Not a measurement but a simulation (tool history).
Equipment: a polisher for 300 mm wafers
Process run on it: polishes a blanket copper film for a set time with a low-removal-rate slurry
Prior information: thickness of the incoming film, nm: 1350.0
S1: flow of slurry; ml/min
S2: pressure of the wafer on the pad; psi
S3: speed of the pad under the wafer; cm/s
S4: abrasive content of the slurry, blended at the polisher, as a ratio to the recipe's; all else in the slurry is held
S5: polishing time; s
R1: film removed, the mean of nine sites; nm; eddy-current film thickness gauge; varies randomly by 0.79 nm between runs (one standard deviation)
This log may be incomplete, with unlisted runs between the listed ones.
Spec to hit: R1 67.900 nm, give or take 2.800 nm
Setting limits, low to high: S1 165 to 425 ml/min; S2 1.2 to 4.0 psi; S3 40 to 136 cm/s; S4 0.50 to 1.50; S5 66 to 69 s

Run 1, hour 0.0: S1 275 ml/min, S2 2.6 psi, S3 88 cm/s, S4 1.00, S5 66 s. Result: R1 125.890 nm.
Run 2, hour 4.4: S1 275 ml/min, S2 2.2 psi, S3 86 cm/s, S4 1.00, S5 66 s. Result: R1 104.430 nm.
Run 3, hour 9.0: S1 275 ml/min, S2 2.2 psi, S3 86 cm/s, S4 0.85, S5 66 s. Result: R1 103.090 nm.
Run 4, hour 17.1: S1 275 ml/min, S2 2.5 psi, S3 86 cm/s, S4 0.85, S5 66 s. Result: R1 114.180 nm.
Run 5, hour 24.4: S1 275 ml/min, S2 2.5 psi, S3 86 cm/s, S4 0.70, S5 66 s. Result: R1 113.740 nm.
Run 6, hour 30.5: S1 275 ml/min, S2 2.5 psi, S3 86 cm/s, S4 0.70, S5 69 s. Result: R1 117.760 nm.
Run 7, hour 33.0: S1 275 ml/min, S2 2.1 psi, S3 84 cm/s, S4 0.70, S5 69 s. Result: R1 97.473 nm.
Run 8, hour 40.4: S1 275 ml/min, S2 1.9 psi, S3 84 cm/s, S4 0.70, S5 69 s. Result: R1 88.548 nm.
Run 9, hour 47.2: S1 275 ml/min, S2 1.7 psi, S3 84 cm/s, S4 0.70, S5 69 s. Result: R1 79.701 nm.
Run 10, hour 49.1: S1 275 ml/min, S2 1.3 psi, S3 84 cm/s, S4 0.70, S5 69 s. Result: R1 62.995 nm.

Which of these 5 next moves meets every target?
Run A, hour 51.0: S1 225 ml/min, S2 1.5 psi, S3 76 cm/s, S4 0.65, S5 69 s. Result: R1 ?.
Run B, hour 51.0: S1 255 ml/min, S2 1.2 psi, S3 92 cm/s, S4 0.80, S5 67 s. Result: R1 ?.
Run C, hour 51.0: S1 345 ml/min, S2 1.8 psi, S3 70 cm/s, S4 0.60, S5 66 s. Result: R1 ?.
Run D, hour 51.0: S1 360 ml/min, S2 1.4 psi, S3 98 cm/s, S4 0.65, S5 69 s. Result: R1 ?.
Run E, hour 51.0: S1 290 ml/min, S2 1.4 psi, S3 80 cm/s, S4 0.70, S5 68 s. Result: R1 ?.

move      R1
   A  63.465
   B  62.112
   C  69.426
   D  78.905
   E  63.822
A: moves toward the targets from the last run without getting all of them in spec
B: the biggest miss grows against the last run
C: all results in spec
D: takes the biggest miss from the last run beyond its target
E: moves toward the targets from the last run without getting all of them in spec
Move C is the one to make.
